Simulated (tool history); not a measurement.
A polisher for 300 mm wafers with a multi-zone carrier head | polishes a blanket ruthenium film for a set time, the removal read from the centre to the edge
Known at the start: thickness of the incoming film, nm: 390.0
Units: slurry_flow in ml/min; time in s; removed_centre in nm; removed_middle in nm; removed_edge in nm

run	hour	slurry_flow	centre_zone	middle_zone	edge_zone	time	removed_centre	removed_middle	removed_edge
1	0	290	1	1	1	63	100.54	100.28	100.53
2	1.2	290	1.05	1	1	63	106.26	99.985	99.487
3	8	285	1.02	0.96	0.98	57	93.953	87.015	89.07
4	12.1	280	0.99	0.92	0.96	53	82.821	78.639	81.631
5	15.6	280	0.99	0.87	0.96	53	83.226	75.063	81.652
6	21.9	275	0.98	0.85	0.95	51	79.316	70.897	78.426
7	27.3	265	0.97	0.84	0.93	49	75.477	68.917	74.6
8	29.9	265	0.97	0.83	0.93	48	74.056	64.481	74.536
9	30.7	265	0.96	0.83	0.91	47	70.906	64.115	71.163
10	36.9	260	0.96	0.82	0.9	47	70.588	62.117	70.62

Run 11 comes next. What will it give?
11	44.4	255	0.96	0.83	0.89	47	?	?	?

removed_centre: 71.27 nm
removed_middle: 62.728 nm
removed_edge: 71.426 nm
